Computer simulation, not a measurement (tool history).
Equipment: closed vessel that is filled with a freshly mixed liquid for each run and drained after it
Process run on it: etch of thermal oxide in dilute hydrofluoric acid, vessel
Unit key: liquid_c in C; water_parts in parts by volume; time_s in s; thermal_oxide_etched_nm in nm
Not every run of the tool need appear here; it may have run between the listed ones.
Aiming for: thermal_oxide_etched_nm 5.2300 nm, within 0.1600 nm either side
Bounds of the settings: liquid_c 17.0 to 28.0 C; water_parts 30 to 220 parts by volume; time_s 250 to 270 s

run,hour,liquid_c,water_parts,time_s,thermal_oxide_etched_nm
1,0.0,20.0,125,250,8.2194
2,1.2,20.0,90,250,12.1260
3,3.6,17.5,90,250,10.6520
4,9.2,17.5,105,250,9.0900
5,17.3,17.0,105,250,8.9667
6,19.8,17.0,115,250,8.1129
7,24.0,17.0,125,250,7.4035
8,32.8,17.0,130,250,7.0990
9,36.7,17.0,135,250,6.7643
10,40.8,17.0,140,250,6.4839
11,47.3,17.0,140,250,6.4918
12,52.9,17.0,140,250,6.4216

Which of these 4 next moves meets every target?
A,58.5,17.0,170,255,?
B,58.5,19.5,125,255,?
C,58.5,20.0,150,250,?
D,58.5,17.0,155,250,?

move,thermal_oxide_etched_nm
A,5.2939
B,8.3359
C,6.7683
D,5.7745
A: each result inside its tolerance
B: misses by more than the last run did
C: misses by more than the last run did
D: closes in on the targets versus the last run, not all within tolerance yet
The right move is A.

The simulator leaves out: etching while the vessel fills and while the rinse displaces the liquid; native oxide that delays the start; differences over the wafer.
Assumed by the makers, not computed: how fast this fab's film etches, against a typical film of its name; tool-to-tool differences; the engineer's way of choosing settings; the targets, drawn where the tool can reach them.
